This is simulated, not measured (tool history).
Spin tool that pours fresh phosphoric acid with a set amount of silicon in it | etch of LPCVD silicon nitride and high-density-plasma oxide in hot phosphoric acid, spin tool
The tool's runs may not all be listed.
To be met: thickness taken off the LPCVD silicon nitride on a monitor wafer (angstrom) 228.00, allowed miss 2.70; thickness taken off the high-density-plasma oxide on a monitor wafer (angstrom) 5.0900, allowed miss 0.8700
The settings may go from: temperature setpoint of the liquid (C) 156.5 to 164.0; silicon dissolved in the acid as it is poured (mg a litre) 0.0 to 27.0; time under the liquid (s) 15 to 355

| run | hour | temperature setpoint of the liquid (C) | silicon dissolved in the acid as it is poured (mg a litre) | time under the liquid (s) | thickness taken off the LPCVD silicon nitride on a monitor wafer (angstrom) | thickness taken off the high-density-plasma oxide on a monitor wafer (angstrom) |
|---|---|---|---|---|---|---|
| 1 | 0.0 | 159.0 | 12.0 | 180 | 169.63 | 5.0013 |
| 2 | 7.4 | 159.5 | 14.0 | 185 | 177.17 | 5.3948 |
| 3 | 10.1 | 161.0 | 14.0 | 185 | 184.15 | 5.4337 |
| 4 | 11.1 | 161.0 | 9.5 | 185 | 186.24 | 6.6194 |
| 5 | 19.4 | 160.0 | 9.5 | 185 | 179.11 | 5.9091 |
| 6 | 25.5 | 160.0 | 9.5 | 155 | 150.33 | 5.0971 |
| 7 | 26.4 | 160.5 | 12.0 | 165 | 161.91 | 4.6044 |
| 8 | 33.4 | 161.0 | 13.0 | 170 | 171.78 | 5.8781 |
| 9 | 42.0 | 161.0 | 15.0 | 175 | 175.64 | 4.8849 |
| 10 | 50.2 | 161.5 | 16.0 | 180 | 182.92 | 5.9055 |
| 11 | 53.8 | 161.5 | 17.5 | 185 | 187.55 | 5.0818 |
| 12 | 55.4 | 162.0 | 18.5 | 190 | 196.40 | 5.8301 |
| 13 | 59.5 | 162.0 | 19.5 | 195 | 202.80 | 6.0386 |

Which of these 4 next moves meets every target?
| A | 63.6 | 162.0 | 27.0 | 220 | ? | ? |
| B | 63.6 | 163.5 | 15.5 | 200 | ? | ? |
| C | 63.6 | 161.0 | 17.0 | 175 | ? | ? |
| D | 63.6 | 161.5 | 7.5 | 165 | ? | ? |

| move | thickness taken off the LPCVD silicon nitride on a monitor wafer (angstrom) | thickness taken off the high-density-plasma oxide on a monitor wafer (angstrom) |
|---|---|---|
| A | 229.34 | 5.0154 |
| B | 219.12 | 7.1782 |
| C | 176.44 | 5.0302 |
| D | 169.16 | 6.1509 |
A: meets every target
B: nearer than the last run, and not there yet
C: further off than the last run
D: further off than the last run
The right move is A.

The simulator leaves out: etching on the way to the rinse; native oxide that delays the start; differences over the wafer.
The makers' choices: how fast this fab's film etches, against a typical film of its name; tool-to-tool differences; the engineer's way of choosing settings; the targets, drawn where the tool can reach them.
